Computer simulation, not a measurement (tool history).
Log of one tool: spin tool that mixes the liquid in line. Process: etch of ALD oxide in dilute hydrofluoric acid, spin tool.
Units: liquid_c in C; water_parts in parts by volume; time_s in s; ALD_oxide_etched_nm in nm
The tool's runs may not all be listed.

run  hour  liquid_c  water_parts  time_s  ALD_oxide_etched_nm
  1     0        25           90      85               13.377
  2   6.2        24           95      85               12.136
  3   9.1        24          115      85               9.8234
  4  18.1        24           90      85               12.823
  5  22.4        24          115      85               9.8261
  6  25.3        24           90      85               12.744
  7  28.1        23           95      85               11.849
  8  34.4      22.5          100      85               10.895
  9  38.6        22          105      85               9.9758
 10  45.3      21.5          110      85               9.3621

Forecast run 11:
 11  46.7        21          115      85                    ?

ALD_oxide_etched_nm: 8.6337 nm
